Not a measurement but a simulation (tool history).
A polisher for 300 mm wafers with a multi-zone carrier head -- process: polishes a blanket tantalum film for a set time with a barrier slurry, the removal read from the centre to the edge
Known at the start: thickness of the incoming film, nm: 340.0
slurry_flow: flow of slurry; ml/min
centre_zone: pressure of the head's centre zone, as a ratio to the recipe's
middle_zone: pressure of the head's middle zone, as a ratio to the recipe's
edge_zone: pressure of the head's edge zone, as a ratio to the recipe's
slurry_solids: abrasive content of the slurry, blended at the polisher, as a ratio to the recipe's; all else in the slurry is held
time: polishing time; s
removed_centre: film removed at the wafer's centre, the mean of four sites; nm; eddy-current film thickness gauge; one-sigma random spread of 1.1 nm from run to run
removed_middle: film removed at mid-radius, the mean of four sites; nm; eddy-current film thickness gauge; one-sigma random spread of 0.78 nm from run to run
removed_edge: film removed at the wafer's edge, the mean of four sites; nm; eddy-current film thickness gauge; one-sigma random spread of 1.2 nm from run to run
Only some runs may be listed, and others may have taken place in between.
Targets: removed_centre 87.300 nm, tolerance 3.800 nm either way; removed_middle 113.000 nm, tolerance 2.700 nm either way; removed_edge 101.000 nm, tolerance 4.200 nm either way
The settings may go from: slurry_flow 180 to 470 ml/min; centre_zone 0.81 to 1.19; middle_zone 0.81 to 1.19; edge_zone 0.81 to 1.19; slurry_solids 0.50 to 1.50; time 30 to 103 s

run 1 hour=0.0 | slurry_flow=300 centre_zone=1.00 middle_zone=1.00 edge_zone=1.00 slurry_solids=1.00 time=66 | removed_centre=120.410 removed_middle=117.040 removed_edge=119.650
run 2 hour=8.7 | slurry_flow=300 centre_zone=1.00 middle_zone=1.00 edge_zone=1.00 slurry_solids=1.00 time=52 | removed_centre=93.417 removed_middle=90.816 removed_edge=95.017
run 3 hour=13.1 | slurry_flow=310 centre_zone=0.98 middle_zone=1.04 edge_zone=1.01 slurry_solids=1.00 time=52 | removed_centre=90.587 removed_middle=94.811 removed_edge=92.921
run 4 hour=20.0 | slurry_flow=310 centre_zone=0.96 middle_zone=1.06 edge_zone=1.03 slurry_solids=1.05 time=52 | removed_centre=89.446 removed_middle=97.013 removed_edge=97.680
run 5 hour=28.1 | slurry_flow=310 centre_zone=1.03 middle_zone=1.06 edge_zone=1.03 slurry_solids=1.05 time=52 | removed_centre=96.572 removed_middle=98.077 removed_edge=95.877
run 6 hour=35.9 | slurry_flow=315 centre_zone=1.01 middle_zone=1.09 edge_zone=1.04 slurry_solids=1.05 time=52 | removed_centre=95.721 removed_middle=100.640 removed_edge=97.636
run 7 hour=38.7 | slurry_flow=325 centre_zone=0.99 middle_zone=1.11 edge_zone=1.04 slurry_solids=1.05 time=52 | removed_centre=92.877 removed_middle=102.070 removed_edge=98.491
run 8 hour=41.7 | slurry_flow=330 centre_zone=0.97 middle_zone=1.13 edge_zone=1.03 slurry_solids=1.05 time=52 | removed_centre=93.158 removed_middle=103.470 removed_edge=97.502
run 9 hour=50.7 | slurry_flow=330 centre_zone=0.94 middle_zone=1.14 edge_zone=1.02 slurry_solids=1.10 time=52 | removed_centre=90.509 removed_middle=105.980 removed_edge=98.548
run 10 hour=57.5 | slurry_flow=335 centre_zone=0.93 middle_zone=1.15 edge_zone=1.02 slurry_solids=1.10 time=52 | removed_centre=88.508 removed_middle=106.350 removed_edge=101.330
run 11 hour=60.5 | slurry_flow=335 centre_zone=0.92 middle_zone=1.16 edge_zone=1.00 slurry_solids=1.10 time=52 | removed_centre=90.851 removed_middle=107.080 removed_edge=97.880
run 12 hour=62.2 | slurry_flow=335 centre_zone=0.90 middle_zone=1.17 edge_zone=0.99 slurry_solids=1.10 time=52 | removed_centre=87.204 removed_middle=107.460 removed_edge=98.895
run 13 hour=66.2 | slurry_flow=340 centre_zone=0.89 middle_zone=1.17 edge_zone=0.98 slurry_solids=1.10 time=52 | removed_centre=84.866 removed_middle=108.000 removed_edge=97.787
run 14 hour=67.3 | slurry_flow=345 centre_zone=0.89 middle_zone=1.17 edge_zone=0.98 slurry_solids=1.10 time=52 | removed_centre=86.285 removed_middle=108.390 removed_edge=97.017

Exercise: of the 4 proposed moves below, exactly one satisfies all targets within the stated allowed misses. Which move is it?
run A hour=68.4 | slurry_flow=330 centre_zone=0.94 middle_zone=1.03 edge_zone=1.07 slurry_solids=1.30 time=55 | removed_centre=? removed_middle=? removed_edge=?
run B hour=68.4 | slurry_flow=360 centre_zone=0.90 middle_zone=1.14 edge_zone=1.03 slurry_solids=1.25 time=51 | removed_centre=? removed_middle=? removed_edge=?
run C hour=68.4 | slurry_flow=460 centre_zone=0.86 middle_zone=1.14 edge_zone=0.93 slurry_solids=1.30 time=52 | removed_centre=? removed_middle=? removed_edge=?
run D hour=68.4 | slurry_flow=400 centre_zone=0.94 middle_zone=1.15 edge_zone=0.94 slurry_solids=1.00 time=53 | removed_centre=? removed_middle=? removed_edge=?

move=A removed_centre=99.646 removed_middle=106.450 removed_edge=110.720
move=B removed_centre=88.504 removed_middle=107.590 removed_edge=100.360
move=C removed_centre=88.611 removed_middle=112.610 removed_edge=99.600
move=D removed_centre=92.313 removed_middle=108.110 removed_edge=95.611
A: its largest miss is bigger than the last run's
B: its largest miss is bigger than the last run's
C: in spec on every target
D: its largest miss is bigger than the last run's
Go with C: it meets all targets.
